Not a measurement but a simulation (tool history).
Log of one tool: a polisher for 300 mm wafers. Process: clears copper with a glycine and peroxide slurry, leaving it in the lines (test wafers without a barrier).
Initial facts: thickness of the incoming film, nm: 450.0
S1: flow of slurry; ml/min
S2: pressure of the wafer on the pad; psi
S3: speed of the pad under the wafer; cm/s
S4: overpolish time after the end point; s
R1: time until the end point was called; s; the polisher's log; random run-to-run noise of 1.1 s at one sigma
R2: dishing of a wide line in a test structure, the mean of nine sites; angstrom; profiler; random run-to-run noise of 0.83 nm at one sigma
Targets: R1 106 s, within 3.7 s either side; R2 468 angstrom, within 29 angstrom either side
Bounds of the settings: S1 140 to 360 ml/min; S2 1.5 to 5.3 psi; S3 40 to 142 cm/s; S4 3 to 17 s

{"run": 1, "hour": 0.0, "S1": 230, "S2": 3.4, "S3": 90, "S4": 9, "R1": 73.731, "R2": 400.1}
{"run": 2, "hour": 1.8, "S1": 230, "S2": 3.4, "S3": 78, "S4": 9, "R1": 84.079, "R2": 365.87}
{"run": 3, "hour": 6.8, "S1": 230, "S2": 3.2, "S3": 78, "S4": 10, "R1": 87.756, "R2": 376.54}
{"run": 4, "hour": 11.5, "S1": 190, "S2": 3.2, "S3": 78, "S4": 10, "R1": 89.297, "R2": 382.31}
{"run": 5, "hour": 13.2, "S1": 190, "S2": 3, "S3": 78, "S4": 11, "R1": 95.364, "R2": 379.76}
{"run": 6, "hour": 21.3, "S1": 190, "S2": 2.9, "S3": 78, "S4": 12, "R1": 95.905, "R2": 396.61}
{"hour": 28.4, "done": "head pressure recalibrated"}
{"run": 7, "hour": 28.4, "S1": 185, "S2": 2.8, "S3": 78, "S4": 13, "R1": 107.18, "R2": 388.17}
{"run": 8, "hour": 36.1, "S1": 185, "S2": 2.9, "S3": 78, "S4": 14, "R1": 105.66, "R2": 406.75}

4 candidate next runs follow, results not yet known. Just one meets every target within its allowed miss. Identify it.
{"run": "A", "hour": 43.8, "S1": 240, "S2": 2.6, "S3": 86, "S4": 11, "R1": "?", "R2": "?"}
{"run": "B", "hour": 43.8, "S1": 195, "S2": 3, "S3": 72, "S4": 11, "R1": "?", "R2": "?"}
{"run": "C", "hour": 43.8, "S1": 170, "S2": 2.7, "S3": 86, "S4": 11, "R1": "?", "R2": "?"}
{"run": "D", "hour": 43.8, "S1": 165, "S2": 3.1, "S3": 72, "S4": 16, "R1": "?", "R2": "?"}

move=A R1=104.52 R2=343.43
move=B R1=109.61 R2=332.14
move=C R1=104.79 R2=342.94
move=D R1=108.61 R2=457.13
A: misses by more than the last run did
B: misses by more than the last run did
C: misses by more than the last run did
D: all results land within tolerance of their targets
The right move is D.
